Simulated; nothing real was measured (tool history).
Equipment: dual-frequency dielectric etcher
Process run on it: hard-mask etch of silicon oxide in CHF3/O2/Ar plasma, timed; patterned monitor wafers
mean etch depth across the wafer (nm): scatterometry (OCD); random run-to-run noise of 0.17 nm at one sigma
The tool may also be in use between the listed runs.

run,hour,source power (W),bias power (W),etch time (s),mean etch depth across the wafer (nm)
1,0.0,850,229,26.5,73.079
2,2.0,950,229,26.5,76.041
3,6.7,850,225,26.5,72.425
4,12.6,940,225,26.5,75.473
5,16.3,940,190,26.5,72.479
6,19.5,870,187,26.5,70.355
7,27.2,810,184,26.5,68.290

For run 8, what comes out?
8,32.1,770,182,26.5,?

Run 8 produced mean etch depth across the wafer (nm) 66.895.

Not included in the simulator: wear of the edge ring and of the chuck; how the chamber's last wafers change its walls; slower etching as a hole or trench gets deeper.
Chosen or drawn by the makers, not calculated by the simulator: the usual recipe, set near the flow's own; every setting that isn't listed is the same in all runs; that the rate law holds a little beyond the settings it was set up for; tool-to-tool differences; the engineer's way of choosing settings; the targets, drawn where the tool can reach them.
